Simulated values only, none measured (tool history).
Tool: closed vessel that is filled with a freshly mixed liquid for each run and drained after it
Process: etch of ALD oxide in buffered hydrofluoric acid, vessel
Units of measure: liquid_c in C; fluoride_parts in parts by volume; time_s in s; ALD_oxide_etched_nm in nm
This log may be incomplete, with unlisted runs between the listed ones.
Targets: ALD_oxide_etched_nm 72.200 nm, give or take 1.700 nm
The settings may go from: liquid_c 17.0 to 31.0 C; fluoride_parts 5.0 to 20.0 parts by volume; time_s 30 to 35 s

run    day  liquid_c  fluoride_parts  time_s  ALD_oxide_etched_nm
  1  0.000      23.0            12.0      35              107.720
  2  0.321      21.5            12.0      35               98.719
  3  0.696      20.5            12.0      35               93.100
  4  0.950      19.5            12.0      35               88.542
  5  1.183      19.0            12.0      35               86.043
  6  1.571      18.5            12.0      35               83.309
  7  1.704      18.0            12.0      35               80.933
  8  1.821      17.5            12.5      35               75.568

Below are 4 possible settings for the next run. Only one of them brings all results inside the allowed miss of their targets. Which is it?
  A  1.938      17.5            14.0      35                    ?
  B  1.938      17.5            12.0      35                    ?
  C  1.938      17.0            11.0      30                    ?
  D  1.938      17.0            11.5      30                    ?

move  ALD_oxide_etched_nm
   A               68.137
   B               79.258
   C               71.887
   D               68.832
A: moves the result that the last run missed by most past its target, out the other side
B: misses by more than the last run did
C: each result inside its tolerance
D: moves the result that the last run missed by most past its target, out the other side
Go with C: it meets all targets.
